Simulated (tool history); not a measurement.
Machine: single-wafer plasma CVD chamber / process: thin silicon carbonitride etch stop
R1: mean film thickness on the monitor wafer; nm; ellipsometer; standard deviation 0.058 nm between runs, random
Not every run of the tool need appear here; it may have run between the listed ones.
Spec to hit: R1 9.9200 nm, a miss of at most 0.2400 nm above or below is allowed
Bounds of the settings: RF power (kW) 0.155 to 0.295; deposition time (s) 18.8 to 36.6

{"run": 1, "hour": 0.0, "RF power (kW)": 0.225, "deposition time (s)": 27.7, "R1": 14.893}
{"run": 2, "hour": 8.1, "RF power (kW)": 0.21, "deposition time (s)": 27.7, "R1": 14.571}
{"run": 3, "hour": 14.8, "RF power (kW)": 0.21, "deposition time (s)": 25.2, "R1": 13.159}
{"run": 4, "hour": 15.9, "RF power (kW)": 0.2, "deposition time (s)": 23.9, "R1": 12.228}
{"run": 5, "hour": 21.1, "RF power (kW)": 0.195, "deposition time (s)": 23.1, "R1": 11.633}
{"run": 6, "hour": 23.8, "RF power (kW)": 0.195, "deposition time (s)": 21.2, "R1": 10.64}
{"run": 7, "hour": 26.3, "RF power (kW)": 0.17, "deposition time (s)": 20.0, "R1": 9.448}
{"run": 8, "hour": 29.5, "RF power (kW)": 0.175, "deposition time (s)": 20.0, "R1": 9.6155}

Of the 5 settings listed for the next run, only one would bring every result within its allowed miss of target. Which one?
{"run": "A", "hour": 32.7, "RF power (kW)": 0.175, "deposition time (s)": 20.8, "R1": "?"}
{"run": "B", "hour": 32.7, "RF power (kW)": 0.17, "deposition time (s)": 19.7, "R1": "?"}
{"run": "C", "hour": 32.7, "RF power (kW)": 0.17, "deposition time (s)": 19.8, "R1": "?"}
{"run": "D", "hour": 32.7, "RF power (kW)": 0.175, "deposition time (s)": 19.0, "R1": "?"}
{"run": "E", "hour": 32.7, "RF power (kW)": 0.155, "deposition time (s)": 21.3, "R1": "?"}

move=A R1=9.9775
move=B R1=9.3056
move=C R1=9.3528
move=D R1=9.1141
move=E R1=9.5558
A: each result inside its tolerance
B: moves away from the targets compared with the last run
C: moves away from the targets compared with the last run
D: moves away from the targets compared with the last run
E: moves away from the targets compared with the last run
So the answer is move A, the one that meets all the targets.

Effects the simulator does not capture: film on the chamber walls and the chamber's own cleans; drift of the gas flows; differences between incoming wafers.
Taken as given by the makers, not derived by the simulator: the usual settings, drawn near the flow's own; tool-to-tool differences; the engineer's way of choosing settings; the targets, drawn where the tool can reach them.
